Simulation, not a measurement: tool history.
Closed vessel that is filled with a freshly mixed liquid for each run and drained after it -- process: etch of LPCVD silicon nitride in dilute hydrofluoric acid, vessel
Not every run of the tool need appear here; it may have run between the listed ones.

run,day,temperature setpoint of the liquid (°C),parts of water to one part of 49 % hydrofluoric acid (parts by volume),time in the liquid (s),thickness taken off the LPCVD silicon nitride on a monitor wafer (angstrom)
1,0,23,90,725,45.317
2,0.267,23,110,725,37.535
3,0.625,19.5,110,725,29.573
4,0.971,19,110,725,28.58
5,1.104,19,80,725,38.799
6,1.475,19,85,725,36.723
7,1.6,19,90,725,34.718
8,1.783,19,95,725,32.951

Run 9 has not been measured yet. What should we expect?
# day 2.183: hydrofluoric acid flow meter replaced
9,2.183,17,125,720,?

{"run 9": {"thickness taken off the LPCVD silicon nitride on a monitor wafer (angstrom)": 20.071}}
